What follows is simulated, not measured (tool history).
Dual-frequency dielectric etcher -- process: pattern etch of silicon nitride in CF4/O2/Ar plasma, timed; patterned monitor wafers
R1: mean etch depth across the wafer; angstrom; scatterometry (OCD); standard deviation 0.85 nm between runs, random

run 1 hour=0 | source_power_(W)=470 bias_power_(W)=53 Ar_flow_(sccm)=118 CF4_flow_(sccm)=97 etch_time_(s)=131 | R1=2140.9
run 2 hour=4 | source_power_(W)=440 bias_power_(W)=53 Ar_flow_(sccm)=118 CF4_flow_(sccm)=97 etch_time_(s)=131 | R1=2027.8
run 3 hour=10.3 | source_power_(W)=420 bias_power_(W)=53 Ar_flow_(sccm)=118 CF4_flow_(sccm)=97 etch_time_(s)=131 | R1=1945.7
run 4 hour=12.8 | source_power_(W)=480 bias_power_(W)=53 Ar_flow_(sccm)=118 CF4_flow_(sccm)=97 etch_time_(s)=131 | R1=2208
run 5 hour=14.9 | source_power_(W)=450 bias_power_(W)=53 Ar_flow_(sccm)=118 CF4_flow_(sccm)=97 etch_time_(s)=131 | R1=2081.9
run 6 hour=20.9 | source_power_(W)=420 bias_power_(W)=53 Ar_flow_(sccm)=118 CF4_flow_(sccm)=97 etch_time_(s)=131 | R1=1949.3
run 7 hour=23.5 | source_power_(W)=400 bias_power_(W)=53 Ar_flow_(sccm)=118 CF4_flow_(sccm)=97 etch_time_(s)=131 | R1=1864.9
run 8 hour=31.5 | source_power_(W)=390 bias_power_(W)=53 Ar_flow_(sccm)=118 CF4_flow_(sccm)=97 etch_time_(s)=131 | R1=1835.7
run 9 hour=39 | source_power_(W)=380 bias_power_(W)=53 Ar_flow_(sccm)=118 CF4_flow_(sccm)=97 etch_time_(s)=131 | R1=1810.6
run 10 hour=40.4 | source_power_(W)=370 bias_power_(W)=53 Ar_flow_(sccm)=118 CF4_flow_(sccm)=97 etch_time_(s)=131 | R1=1765.4

Predict the results of run 11:
run 11 hour=43.7 | source_power_(W)=360 bias_power_(W)=53 Ar_flow_(sccm)=118 CF4_flow_(sccm)=97 etch_time_(s)=131 | R1=?

{"run 11": {"R1": 1715.5}}
